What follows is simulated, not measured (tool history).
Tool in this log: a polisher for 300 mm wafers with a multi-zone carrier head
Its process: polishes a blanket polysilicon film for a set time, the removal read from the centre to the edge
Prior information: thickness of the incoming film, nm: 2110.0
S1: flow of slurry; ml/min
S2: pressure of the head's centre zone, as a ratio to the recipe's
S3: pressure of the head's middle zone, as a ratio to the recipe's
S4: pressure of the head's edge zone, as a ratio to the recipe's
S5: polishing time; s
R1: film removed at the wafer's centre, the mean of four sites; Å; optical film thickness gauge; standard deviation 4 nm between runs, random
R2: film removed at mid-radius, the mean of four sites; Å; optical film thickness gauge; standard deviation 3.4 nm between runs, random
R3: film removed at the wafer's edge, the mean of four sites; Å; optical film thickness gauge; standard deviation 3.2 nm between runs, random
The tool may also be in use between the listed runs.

{"run": 1, "hour": 0.0, "S1": 295, "S2": 1, "S3": 1, "S4": 1, "S5": 58, "R1": 6682.7, "R2": 7082.9, "R3": 6918.5}
{"run": 2, "hour": 3.5, "S1": 295, "S2": 1, "S3": 0.92, "S4": 1, "S5": 58, "R1": 6769.7, "R2": 6583.2, "R3": 6973.3}
{"run": 3, "hour": 4.6, "S1": 295, "S2": 1, "S3": 0.86, "S4": 1, "S5": 58, "R1": 6800.9, "R2": 6266.3, "R3": 7020.2}
{"run": 4, "hour": 6.5, "S1": 285, "S2": 0.98, "S3": 0.85, "S4": 0.99, "S5": 55, "R1": 6380.7, "R2": 5690.1, "R3": 6514.5}
{"run": 5, "hour": 12.1, "S1": 285, "S2": 0.98, "S3": 0.85, "S4": 0.93, "S5": 55, "R1": 6294.7, "R2": 5801.8, "R3": 6319.6}
{"run": 6, "hour": 13.5, "S1": 275, "S2": 0.95, "S3": 0.84, "S4": 0.93, "S5": 53, "R1": 5751.4, "R2": 5515.1, "R3": 6089.2}
{"run": 7, "hour": 22.0, "S1": 265, "S2": 0.94, "S3": 0.83, "S4": 0.93, "S5": 51, "R1": 5591.8, "R2": 5186.7, "R3": 5833.5}
{"run": 8, "hour": 29.0, "S1": 255, "S2": 0.92, "S3": 0.83, "S4": 0.92, "S5": 50, "R1": 5372.5, "R2": 5060.7, "R3": 5668.3}
{"run": 9, "hour": 35.2, "S1": 255, "S2": 0.92, "S3": 0.83, "S4": 0.92, "S5": 50, "R1": 5410.2, "R2": 5063.9, "R3": 5728.2}
{"run": 10, "hour": 42.5, "S1": 250, "S2": 0.9, "S3": 0.83, "S4": 0.91, "S5": 49, "R1": 5223.9, "R2": 4919.6, "R3": 5564.9}
{"run": 11, "hour": 46.0, "S1": 250, "S2": 0.88, "S3": 0.83, "S4": 0.91, "S5": 48, "R1": 4963.2, "R2": 4900.6, "R3": 5399.8}
{"run": 12, "hour": 50.4, "S1": 240, "S2": 0.87, "S3": 0.83, "S4": 0.91, "S5": 47, "R1": 4769.1, "R2": 4827.6, "R3": 5293.4}

What will run 13 give?
{"run": 13, "hour": 56.7, "S1": 240, "S2": 0.87, "S3": 0.83, "S4": 0.91, "S5": 47, "R1": "?", "R2": "?", "R3": "?"}

Run 13 produced R1 4801 Å, R2 4697.4 Å, R3 5264.5 Å.
